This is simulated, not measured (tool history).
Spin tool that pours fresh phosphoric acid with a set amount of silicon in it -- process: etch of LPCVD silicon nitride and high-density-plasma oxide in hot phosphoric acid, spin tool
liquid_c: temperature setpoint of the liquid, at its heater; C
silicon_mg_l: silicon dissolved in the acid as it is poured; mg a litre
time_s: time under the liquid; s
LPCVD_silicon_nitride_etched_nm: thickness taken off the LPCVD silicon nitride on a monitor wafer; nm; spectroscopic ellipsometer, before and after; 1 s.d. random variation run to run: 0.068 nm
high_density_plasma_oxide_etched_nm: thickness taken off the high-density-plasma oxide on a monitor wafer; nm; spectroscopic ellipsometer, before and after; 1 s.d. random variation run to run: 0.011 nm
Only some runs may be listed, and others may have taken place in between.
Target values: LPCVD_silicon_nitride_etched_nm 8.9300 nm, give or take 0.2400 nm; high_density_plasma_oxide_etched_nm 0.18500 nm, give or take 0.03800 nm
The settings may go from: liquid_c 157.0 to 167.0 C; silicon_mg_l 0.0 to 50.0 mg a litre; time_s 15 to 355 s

| run | hour | liquid_c | silicon_mg_l | time_s | LPCVD_silicon_nitride_etched_nm | high_density_plasma_oxide_etched_nm |
|---|---|---|---|---|---|---|
| 1 | 0.0 | 162.0 | 29.0 | 180 | 14.7310 | 0.40498 |
| 2 | 5.7 | 162.0 | 29.0 | 130 | 10.6840 | 0.26048 |
| 3 | 9.9 | 160.5 | 29.0 | 125 | 9.5220 | 0.23428 |
| 4 | 18.9 | 160.5 | 29.0 | 90 | 7.0267 | 0.16834 |
| 5 | 22.0 | 161.5 | 30.5 | 90 | 7.2685 | 0.17453 |
| 6 | 30.4 | 163.0 | 33.0 | 95 | 8.0571 | 0.17865 |
| 7 | 36.6 | 163.5 | 34.0 | 95 | 8.1254 | 0.19248 |
| 8 | 39.7 | 164.0 | 36.0 | 100 | 8.6930 | 0.17006 |
| 9 | 45.5 | 164.0 | 35.5 | 100 | 8.6630 | 0.19073 |
| 10 | 50.5 | 164.0 | 36.5 | 100 | 8.6723 | 0.18167 |
| 11 | 52.8 | 164.0 | 37.0 | 100 | 8.7082 | 0.16552 |
| 12 | 60.5 | 164.0 | 36.5 | 100 | 8.6545 | 0.18709 |
| 13 | 65.2 | 164.0 | 37.0 | 100 | 8.6726 | 0.18890 |
| 14 | 72.1 | 164.0 | 38.0 | 100 | 8.6904 | 0.16592 |
| 15 | 75.3 | 164.0 | 37.5 | 100 | 8.6820 | 0.15956 |
| 16 | 84.0 | 164.0 | 37.0 | 100 | 8.7028 | 0.16693 |
| 17 | 86.3 | 164.0 | 36.5 | 100 | 8.5650 | 0.17325 |

Below are 4 possible settings for the next run. Only one of them brings all results inside the allowed miss of their targets. Which is it?
| A | 88.6 | 164.5 | 35.0 | 110 | ? | ? |
| B | 88.6 | 165.5 | 39.5 | 105 | ? | ? |
| C | 88.6 | 164.0 | 32.5 | 95 | ? | ? |
| D | 88.6 | 166.5 | 38.0 | 95 | ? | ? |

| move | LPCVD_silicon_nitride_etched_nm | high_density_plasma_oxide_etched_nm |
|---|---|---|
| A | 9.6421 | 0.21293 |
| B | 9.5109 | 0.16935 |
| C | 8.1913 | 0.19950 |
| D | 8.8909 | 0.18061 |
A: pushes the last run's worst result past its target
B: pushes the last run's worst result past its target
C: further off than the last run
D: meets every target
D is the move that brings every result within its allowed miss.

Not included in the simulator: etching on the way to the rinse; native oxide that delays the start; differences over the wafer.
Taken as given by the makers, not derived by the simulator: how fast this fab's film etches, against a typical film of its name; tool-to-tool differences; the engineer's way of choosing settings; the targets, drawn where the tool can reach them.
